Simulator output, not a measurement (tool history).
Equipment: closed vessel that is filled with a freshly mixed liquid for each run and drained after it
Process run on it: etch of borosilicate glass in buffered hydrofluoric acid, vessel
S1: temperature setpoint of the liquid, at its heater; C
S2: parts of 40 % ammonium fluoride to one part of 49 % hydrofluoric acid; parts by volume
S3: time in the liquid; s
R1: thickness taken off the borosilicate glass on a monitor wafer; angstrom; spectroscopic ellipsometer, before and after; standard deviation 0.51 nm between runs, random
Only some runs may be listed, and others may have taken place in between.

{"run": 1, "hour": 0.0, "S1": 24, "S2": 14.5, "S3": 30, "R1": 282.11}
{"run": 2, "hour": 7.1, "S1": 26.5, "S2": 13.5, "S3": 30, "R1": 349.94}
{"run": 3, "hour": 12.9, "S1": 28, "S2": 13, "S3": 30, "R1": 391.35}
{"run": 4, "hour": 17.7, "S1": 29, "S2": 12.5, "S3": 30, "R1": 425.74}
{"run": 5, "hour": 22.1, "S1": 29, "S2": 12.5, "S3": 30, "R1": 426.93}
{"run": 6, "hour": 28.6, "S1": 29, "S2": 9, "S3": 30, "R1": 576.03}
{"run": 7, "hour": 32.4, "S1": 28.5, "S2": 9, "S3": 30, "R1": 559.36}

What does the tool deliver on the next run?
{"run": 8, "hour": 41.1, "S1": 28, "S2": 9, "S3": 30, "R1": "?"}

R1: 544.62 angstrom
